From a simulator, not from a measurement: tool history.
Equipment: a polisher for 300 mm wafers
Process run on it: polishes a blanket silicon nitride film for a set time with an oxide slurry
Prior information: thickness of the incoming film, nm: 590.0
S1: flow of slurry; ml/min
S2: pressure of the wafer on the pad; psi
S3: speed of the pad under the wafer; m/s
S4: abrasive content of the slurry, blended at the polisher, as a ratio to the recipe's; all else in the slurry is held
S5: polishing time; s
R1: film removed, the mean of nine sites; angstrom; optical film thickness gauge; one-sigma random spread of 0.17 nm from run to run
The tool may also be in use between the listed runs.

{"run": 1, "hour": 0.0, "S1": 135, "S2": 4.6, "S3": 1.28, "S4": 1.0, "S5": 23, "R1": 211.06}
{"run": 2, "hour": 2.6, "S1": 135, "S2": 4.6, "S3": 1.28, "S4": 1.0, "S5": 21, "R1": 195.03}
{"run": 3, "hour": 10.5, "S1": 135, "S2": 4.2, "S3": 1.26, "S4": 1.0, "S5": 21, "R1": 175.67}
{"run": 4, "hour": 15.4, "S1": 135, "S2": 4.2, "S3": 1.26, "S4": 1.0, "S5": 21, "R1": 178.16}
{"run": 5, "hour": 21.8, "S1": 135, "S2": 4.2, "S3": 1.26, "S4": 1.0, "S5": 21, "R1": 174.46}
{"run": 6, "hour": 26.2, "S1": 135, "S2": 3.7, "S3": 1.26, "S4": 1.0, "S5": 21, "R1": 152.93}
{"run": 7, "hour": 28.9, "S1": 135, "S2": 3.6, "S3": 1.26, "S4": 1.0, "S5": 21, "R1": 147.66}
{"run": 8, "hour": 30.3, "S1": 135, "S2": 3.5, "S3": 1.26, "S4": 1.0, "S5": 21, "R1": 144.29}

Run 9, settings as shown, results not yet in. Your forecast:
{"run": 9, "hour": 32.4, "S1": 135, "S2": 3.4, "S3": 1.26, "S4": 1.0, "S5": 21, "R1": "?"}

Run 9 produced R1 141.60 angstrom.
